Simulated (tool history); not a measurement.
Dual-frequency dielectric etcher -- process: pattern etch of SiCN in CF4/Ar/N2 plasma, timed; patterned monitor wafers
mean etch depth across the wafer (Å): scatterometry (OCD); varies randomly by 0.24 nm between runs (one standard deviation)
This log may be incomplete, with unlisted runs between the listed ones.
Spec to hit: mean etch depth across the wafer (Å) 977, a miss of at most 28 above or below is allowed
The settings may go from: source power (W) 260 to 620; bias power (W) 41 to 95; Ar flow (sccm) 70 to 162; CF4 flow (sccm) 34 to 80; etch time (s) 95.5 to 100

| run | day | source power (W) | bias power (W) | Ar flow (sccm) | CF4 flow (sccm) | etch time (s) | mean etch depth across the wafer (Å) |
|---|---|---|---|---|---|---|---|
| 1 | 0 | 440 | 68 | 116 | 57 | 95.5 | 769.18 |
| 2 | 0.15 | 450 | 68 | 116 | 57 | 95.5 | 785.72 |
| 3 | 0.288 | 460 | 68 | 116 | 57 | 95.5 | 797.53 |
| 4 | 0.525 | 460 | 68 | 116 | 66 | 95.5 | 820.06 |
| 5 | 0.592 | 460 | 68 | 107 | 66 | 95.5 | 824.57 |
| 6 | 0.85 | 470 | 68 | 107 | 66 | 95.5 | 839.47 |
| 7 | 1.221 | 480 | 68 | 107 | 66 | 95.5 | 855.17 |
| 8 | 1.358 | 490 | 68 | 107 | 66 | 95.5 | 872.05 |
| 9 | 1.467 | 500 | 68 | 107 | 66 | 95.5 | 889.21 |
| 10 | 1.654 | 510 | 68 | 107 | 66 | 95.5 | 897.79 |
| 11 | 1.908 | 520 | 68 | 107 | 66 | 95.5 | 913.76 |

Exercise: of the 4 proposed moves below, exactly one satisfies all targets within the stated allowed misses. Which move is it?
| A | 2.162 | 470 | 67 | 92 | 60 | 95.5 | ? |
| B | 2.162 | 540 | 71 | 109 | 63 | 97.5 | ? |
| C | 2.162 | 490 | 62 | 138 | 71 | 97 | ? |
| D | 2.162 | 470 | 67 | 101 | 67 | 100 | ? |

| move | mean etch depth across the wafer (Å) |
|---|---|
| A | 836.22 |
| B | 975.42 |
| C | 834.36 |
| D | 883.04 |
A: further off than the last run
B: every result within its allowed miss
C: further off than the last run
D: further off than the last run
So the answer is move B, the one that meets all the targets.
